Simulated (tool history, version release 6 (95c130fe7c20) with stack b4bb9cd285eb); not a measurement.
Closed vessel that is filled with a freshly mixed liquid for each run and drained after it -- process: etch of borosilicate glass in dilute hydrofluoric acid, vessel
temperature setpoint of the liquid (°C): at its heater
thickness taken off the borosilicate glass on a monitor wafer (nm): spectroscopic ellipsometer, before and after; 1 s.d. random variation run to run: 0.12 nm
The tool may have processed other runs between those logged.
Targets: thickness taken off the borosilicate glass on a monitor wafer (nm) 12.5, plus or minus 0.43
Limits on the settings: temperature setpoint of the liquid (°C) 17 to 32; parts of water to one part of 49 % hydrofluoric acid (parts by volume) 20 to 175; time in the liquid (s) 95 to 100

run,day,temperature setpoint of the liquid (°C),parts of water to one part of 49 % hydrofluoric acid (parts by volume),time in the liquid (s),thickness taken off the borosilicate glass on a monitor wafer (nm)
1,0,24,95,95,24.737
2,0.133,24,95,95,24.77
3,0.454,23,100,95,22.173
4,0.625,23,100,100,23.438
5,0.762,20.5,100,100,21.442
6,1.117,18,100,100,18.867
7,1.383,18,105,100,18.309
8,1.742,18,110,100,17.264
9,2.125,18,115,100,16.312
10,2.379,18,120,100,15.86
11,2.554,18,125,100,14.714
12,2.775,17.5,130,100,14.264
13,2.812,17,135,100,13.26

Pick the move, out of 4, that brings all results within their allowed miss; only one does.
A,2.85,17,125,95,?
B,2.85,17,150,95,?
C,2.85,17,145,95,?
D,2.85,17,140,100,?

move,thickness taken off the borosilicate glass on a monitor wafer (nm)
A,13.713
B,11.164
C,11.602
D,12.708
A: lands further from the targets than the last run did
B: carries the result that was furthest off beyond its target, to the other side
C: carries the result that was furthest off beyond its target, to the other side
D: in spec on every target
D meets every target.
